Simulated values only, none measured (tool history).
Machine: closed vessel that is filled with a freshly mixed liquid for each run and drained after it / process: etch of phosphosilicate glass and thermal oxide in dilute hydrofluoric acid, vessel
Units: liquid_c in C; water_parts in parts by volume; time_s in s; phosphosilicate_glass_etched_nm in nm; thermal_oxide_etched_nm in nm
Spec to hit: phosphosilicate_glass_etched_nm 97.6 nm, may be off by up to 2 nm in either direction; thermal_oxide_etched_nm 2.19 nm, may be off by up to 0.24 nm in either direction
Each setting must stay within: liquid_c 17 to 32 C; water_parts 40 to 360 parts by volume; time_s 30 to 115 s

| run | hour | liquid_c | water_parts | time_s | phosphosilicate_glass_etched_nm | thermal_oxide_etched_nm |
|---|---|---|---|---|---|---|
| 1 | 0 | 24 | 200 | 60 | 53.195 | 1.233 |
| 2 | 3.3 | 24 | 200 | 70 | 62.227 | 1.4466 |
| 3 | 12.4 | 25.5 | 195 | 70 | 67.167 | 1.5625 |
| 4 | 21.5 | 22.5 | 195 | 70 | 60.036 | 1.3811 |
| 5 | 24.2 | 24.5 | 190 | 70 | 66.643 | 1.5008 |
| 6 | 25.3 | 28 | 190 | 70 | 76.433 | 1.6807 |
| 7 | 32 | 28.5 | 185 | 70 | 80.494 | 1.7753 |
| 8 | 38.8 | 29 | 180 | 70 | 84.087 | 1.8233 |
| 9 | 40.8 | 29.5 | 180 | 70 | 85.392 | 2.0477 |
| 10 | 48.5 | 29.5 | 180 | 70 | 86.145 | 2.0248 |
| 11 | 53.5 | 30 | 180 | 70 | 87.853 | 1.9793 |
| 12 | 58.1 | 32 | 170 | 70 | 100.84 | 2.342 |

Next run, 5 choices. One meets every target within its allowed miss, the rest don't. Which?
| A | 62.7 | 32 | 115 | 45 | ? | ? |
| B | 62.7 | 32 | 170 | 65 | ? | ? |
| C | 62.7 | 30 | 165 | 70 | ? | ? |
| D | 62.7 | 32 | 125 | 45 | ? | ? |
| E | 62.7 | 32 | 190 | 75 | ? | ? |

| move | phosphosilicate_glass_etched_nm | thermal_oxide_etched_nm |
|---|---|---|
| A | 102.56 | 2.3427 |
| B | 92.857 | 2.1211 |
| C | 96.682 | 2.2085 |
| D | 93.01 | 2.1246 |
| E | 93.378 | 2.133 |
A: its largest miss is bigger than the last run's
B: carries the result that was furthest off beyond its target, to the other side
C: each result inside its tolerance
D: carries the result that was furthest off beyond its target, to the other side
E: carries the result that was furthest off beyond its target, to the other side
Go with C: it meets all targets.
